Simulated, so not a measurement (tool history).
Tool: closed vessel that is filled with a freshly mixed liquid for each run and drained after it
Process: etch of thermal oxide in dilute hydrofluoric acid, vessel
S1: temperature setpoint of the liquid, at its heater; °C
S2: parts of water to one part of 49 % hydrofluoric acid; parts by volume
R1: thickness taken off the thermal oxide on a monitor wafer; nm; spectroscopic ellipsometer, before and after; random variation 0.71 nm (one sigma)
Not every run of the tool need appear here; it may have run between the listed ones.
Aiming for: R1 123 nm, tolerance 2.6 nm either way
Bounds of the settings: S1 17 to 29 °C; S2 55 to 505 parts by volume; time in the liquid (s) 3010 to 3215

run 1 day=0 | S1=21 S2=280 time_in_the_liquid_(s)=3010 | R1=43.296
run 2 day=0.179 | S1=21 S2=280 time_in_the_liquid_(s)=3010 | R1=43.302
run 3 day=0.512 | S1=21 S2=370 time_in_the_liquid_(s)=3010 | R1=30.516
run 4 day=0.6 | S1=21 S2=370 time_in_the_liquid_(s)=3010 | R1=30.039
run 5 day=0.988 | S1=21 S2=455 time_in_the_liquid_(s)=3010 | R1=22.777
run 6 day=1.104 | S1=22 S2=390 time_in_the_liquid_(s)=3015 | R1=29.344
run 7 day=1.383 | S1=23 S2=335 time_in_the_liquid_(s)=3020 | R1=37.006
run 8 day=1.579 | S1=27 S2=225 time_in_the_liquid_(s)=3035 | R1=70.588
run 9 day=1.771 | S1=27.5 S2=205 time_in_the_liquid_(s)=3035 | R1=80.52
run 10 day=2.162 | S1=27.5 S2=190 time_in_the_liquid_(s)=3035 | R1=88.985
run 11 day=2.225 | S1=27.5 S2=180 time_in_the_liquid_(s)=3035 | R1=96.147
run 12 day=2.396 | S1=27.5 S2=175 time_in_the_liquid_(s)=3035 | R1=97.545
run 13 day=2.483 | S1=27.5 S2=170 time_in_the_liquid_(s)=3035 | R1=101.54
run 14 day=2.575 | S1=27.5 S2=165 time_in_the_liquid_(s)=3035 | R1=104.78
run 15 day=2.917 | S1=27.5 S2=160 time_in_the_liquid_(s)=3035 | R1=107.86
run 16 day=3.008 | S1=27.5 S2=155 time_in_the_liquid_(s)=3035 | R1=112.77
run 17 day=3.275 | S1=28 S2=150 time_in_the_liquid_(s)=3035 | R1=119.92

Pick the move, out of 4, that brings all results within their allowed miss; only one does.
run A day=3.542 | S1=20.5 S2=115 time_in_the_liquid_(s)=3155 | R1=?
run B day=3.542 | S1=28.5 S2=145 time_in_the_liquid_(s)=3085 | R1=?
run C day=3.542 | S1=28.5 S2=155 time_in_the_liquid_(s)=3140 | R1=?
run D day=3.542 | S1=28.5 S2=150 time_in_the_liquid_(s)=3215 | R1=?

move=A R1=127.27
move=B R1=129.67
move=C R1=121.91
move=D R1=129.8
A: carries the result that was furthest off beyond its target, to the other side
B: carries the result that was furthest off beyond its target, to the other side
C: every result within its allowed miss
D: carries the result that was furthest off beyond its target, to the other side
Answer: C
